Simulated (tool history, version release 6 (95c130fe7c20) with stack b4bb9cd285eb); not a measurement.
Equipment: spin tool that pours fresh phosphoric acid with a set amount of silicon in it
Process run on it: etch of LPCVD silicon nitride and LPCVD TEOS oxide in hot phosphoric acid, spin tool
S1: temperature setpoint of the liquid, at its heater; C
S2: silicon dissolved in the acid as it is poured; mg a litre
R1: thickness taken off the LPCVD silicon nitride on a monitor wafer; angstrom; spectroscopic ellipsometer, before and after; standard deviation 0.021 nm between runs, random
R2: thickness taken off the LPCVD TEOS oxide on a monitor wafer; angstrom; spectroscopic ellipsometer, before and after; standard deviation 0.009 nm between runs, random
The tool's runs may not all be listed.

Run 1, day 0.000: S1 160.0 C, S2 23.5 mg a litre, time under the liquid (s) 180. Result: R1 139.840 angstrom, R2 6.8787 angstrom.
Run 2, day 0.075: S1 159.5 C, S2 22.0 mg a litre, time under the liquid (s) 150. Result: R1 114.300 angstrom, R2 5.5422 angstrom.
Run 3, day 0.117: S1 159.0 C, S2 20.0 mg a litre, time under the liquid (s) 125. Result: R1 93.663 angstrom, R2 4.8260 angstrom.
Run 4, day 0.488: S1 159.0 C, S2 31.5 mg a litre, time under the liquid (s) 125. Result: R1 93.525 angstrom, R2 3.2159 angstrom.
Run 5, day 0.833: S1 158.5 C, S2 28.0 mg a litre, time under the liquid (s) 110. Result: R1 80.630 angstrom, R2 3.1590 angstrom.
Run 6, day 0.875: S1 158.5 C, S2 28.0 mg a litre, time under the liquid (s) 35. Result: R1 25.727 angstrom, R2 1.0168 angstrom.
Run 7, day 0.988: S1 158.0 C, S2 25.5 mg a litre, time under the liquid (s) 45. Result: R1 32.449 angstrom, R2 1.3385 angstrom.
Run 8, day 1.025: S1 158.0 C, S2 23.5 mg a litre, time under the liquid (s) 50. Result: R1 35.958 angstrom, R2 1.5649 angstrom.
Run 9, day 1.375: S1 157.5 C, S2 21.5 mg a litre, time under the liquid (s) 55. Result: R1 38.983 angstrom, R2 1.8315 angstrom.
Run 10, day 1.567: S1 157.5 C, S2 20.5 mg a litre, time under the liquid (s) 60. Result: R1 42.322 angstrom, R2 2.1009 angstrom.

The next listed run, before its measurement:
Run 11, day 1.762: S1 157.5 C, S2 19.5 mg a litre, time under the liquid (s) 60. Result: R1 ?, R2 ?.

{"run 11": {"R1": 42.674, "R2": 2.1107}}

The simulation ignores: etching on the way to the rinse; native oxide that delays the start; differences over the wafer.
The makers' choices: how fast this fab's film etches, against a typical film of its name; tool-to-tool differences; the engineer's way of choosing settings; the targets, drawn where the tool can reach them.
